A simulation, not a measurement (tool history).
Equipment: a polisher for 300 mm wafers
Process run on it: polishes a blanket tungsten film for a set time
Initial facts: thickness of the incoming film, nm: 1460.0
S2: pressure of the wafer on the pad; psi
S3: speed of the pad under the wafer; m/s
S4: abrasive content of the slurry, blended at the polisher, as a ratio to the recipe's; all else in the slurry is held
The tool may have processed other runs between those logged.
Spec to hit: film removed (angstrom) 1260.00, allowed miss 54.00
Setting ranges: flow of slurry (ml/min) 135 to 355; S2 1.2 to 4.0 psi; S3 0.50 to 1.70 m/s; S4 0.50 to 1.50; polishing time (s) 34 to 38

{"run": 1, "hour": 0.0, "flow of slurry (ml/min)": 225, "S2": 2.6, "S3": 1.1, "S4": 1.0, "polishing time (s)": 38, "film removed (angstrom)": 1491.0}
{"run": 2, "hour": 2.5, "flow of slurry (ml/min)": 225, "S2": 2.5, "S3": 1.1, "S4": 1.0, "polishing time (s)": 38, "film removed (angstrom)": 1428.9}
{"run": 3, "hour": 5.4, "flow of slurry (ml/min)": 225, "S2": 1.9, "S3": 1.1, "S4": 1.0, "polishing time (s)": 38, "film removed (angstrom)": 1106.3}
{"run": 4, "hour": 9.3, "flow of slurry (ml/min)": 225, "S2": 1.5, "S3": 1.1, "S4": 1.0, "polishing time (s)": 38, "film removed (angstrom)": 874.83}
{"run": 5, "hour": 11.1, "flow of slurry (ml/min)": 225, "S2": 1.2, "S3": 1.1, "S4": 1.0, "polishing time (s)": 38, "film removed (angstrom)": 703.65}
{"run": 6, "hour": 11.7, "flow of slurry (ml/min)": 225, "S2": 1.4, "S3": 1.1, "S4": 1.0, "polishing time (s)": 38, "film removed (angstrom)": 816.97}
{"run": 7, "hour": 16.4, "flow of slurry (ml/min)": 225, "S2": 1.6, "S3": 1.1, "S4": 1.0, "polishing time (s)": 38, "film removed (angstrom)": 922.98}
{"run": 8, "hour": 17.6, "flow of slurry (ml/min)": 225, "S2": 1.7, "S3": 1.1, "S4": 1.0, "polishing time (s)": 38, "film removed (angstrom)": 993.26}
{"run": 9, "hour": 19.1, "flow of slurry (ml/min)": 225, "S2": 1.7, "S3": 1.1, "S4": 1.0, "polishing time (s)": 38, "film removed (angstrom)": 999.06}
{"run": 10, "hour": 25.8, "flow of slurry (ml/min)": 225, "S2": 1.7, "S3": 1.1, "S4": 1.0, "polishing time (s)": 38, "film removed (angstrom)": 1003.6}
{"run": 11, "hour": 30.6, "flow of slurry (ml/min)": 225, "S2": 1.8, "S3": 1.1, "S4": 1.0, "polishing time (s)": 38, "film removed (angstrom)": 1057.2}
{"run": 12, "hour": 34.4, "flow of slurry (ml/min)": 225, "S2": 1.9, "S3": 1.1, "S4": 1.0, "polishing time (s)": 38, "film removed (angstrom)": 1080.9}
{"run": 13, "hour": 37.4, "flow of slurry (ml/min)": 225, "S2": 2.0, "S3": 1.1, "S4": 1.0, "polishing time (s)": 38, "film removed (angstrom)": 1168.0}

5 next moves are on the table. One of them brings every result within its allowed miss. Which?
{"run": "A", "hour": 40.4, "flow of slurry (ml/min)": 225, "S2": 2.1, "S3": 1.1, "S4": 0.95, "polishing time (s)": 34, "film removed (angstrom)": "?"}
{"run": "B", "hour": 40.4, "flow of slurry (ml/min)": 305, "S2": 1.8, "S3": 1.2, "S4": 1.4, "polishing time (s)": 38, "film removed (angstrom)": "?"}
{"run": "C", "hour": 40.4, "flow of slurry (ml/min)": 205, "S2": 1.9, "S3": 1.1, "S4": 1.0, "polishing time (s)": 38, "film removed (angstrom)": "?"}
{"run": "D", "hour": 40.4, "flow of slurry (ml/min)": 240, "S2": 2.0, "S3": 1.08, "S4": 1.05, "polishing time (s)": 34, "film removed (angstrom)": "?"}
{"run": "E", "hour": 40.4, "flow of slurry (ml/min)": 160, "S2": 1.7, "S3": 1.4, "S4": 1.0, "polishing time (s)": 34, "film removed (angstrom)": "?"}

move=A film_removed_(angstrom)=1083.50
move=B film_removed_(angstrom)=1294.80
move=C film_removed_(angstrom)=1103.00
move=D film_removed_(angstrom)=1054.60
move=E film_removed_(angstrom)=1055.90
A: further off than the last run
B: meets every target
C: further off than the last run
D: further off than the last run
E: further off than the last run
Answer: B
